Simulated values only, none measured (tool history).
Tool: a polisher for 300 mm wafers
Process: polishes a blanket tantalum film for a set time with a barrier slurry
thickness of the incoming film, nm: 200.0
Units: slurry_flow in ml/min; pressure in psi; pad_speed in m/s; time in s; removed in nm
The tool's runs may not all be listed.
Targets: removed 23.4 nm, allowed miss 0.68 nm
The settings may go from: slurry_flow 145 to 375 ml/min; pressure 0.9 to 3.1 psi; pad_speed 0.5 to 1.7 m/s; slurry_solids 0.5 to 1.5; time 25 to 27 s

| run | hour | slurry_flow | pressure | pad_speed | slurry_solids | time | removed |
|---|---|---|---|---|---|---|---|
| 1 | 0 | 240 | 2 | 1.1 | 1 | 27 | 49.475 |
| 2 | 6.3 | 240 | 1.6 | 1.1 | 1 | 27 | 40.43 |
| 3 | 10.2 | 235 | 1.4 | 1.04 | 1 | 27 | 33.536 |
| 4 | 15.8 | 230 | 1.2 | 1.02 | 1 | 27 | 28.347 |
| 5 | 17.2 | 215 | 1.1 | 1.02 | 1 | 27 | 26.112 |
| 6 | 23.4 | 160 | 1.1 | 1.02 | 1 | 27 | 24.46 |
| 7 | 25.3 | 150 | 1 | 1.02 | 1 | 27 | 22.116 |
| 8 | 31.7 | 160 | 1 | 1.02 | 1 | 27 | 22.44 |
| 9 | 33.9 | 165 | 1 | 1.02 | 1 | 27 | 22.578 |

Which of these 5 next moves meets every target?
| A | 36.1 | 205 | 0.9 | 1.24 | 0.85 | 26 | ? |
| B | 36.1 | 175 | 1.2 | 0.82 | 1.15 | 25 | ? |
| C | 36.1 | 170 | 1 | 0.96 | 1 | 27 | ? |
| D | 36.1 | 145 | 0.9 | 1.22 | 0.95 | 25 | ? |
| E | 36.1 | 185 | 1.1 | 1 | 1.15 | 26 | ? |

| move | removed |
|---|---|
| A | 23.237 |
| B | 21.555 |
| C | 21.598 |
| D | 21.68 |
| E | 25.232 |
A: meets every target
B: further off than the last run
C: further off than the last run
D: further off than the last run
E: takes the result that was furthest off past its target
The right move is A.

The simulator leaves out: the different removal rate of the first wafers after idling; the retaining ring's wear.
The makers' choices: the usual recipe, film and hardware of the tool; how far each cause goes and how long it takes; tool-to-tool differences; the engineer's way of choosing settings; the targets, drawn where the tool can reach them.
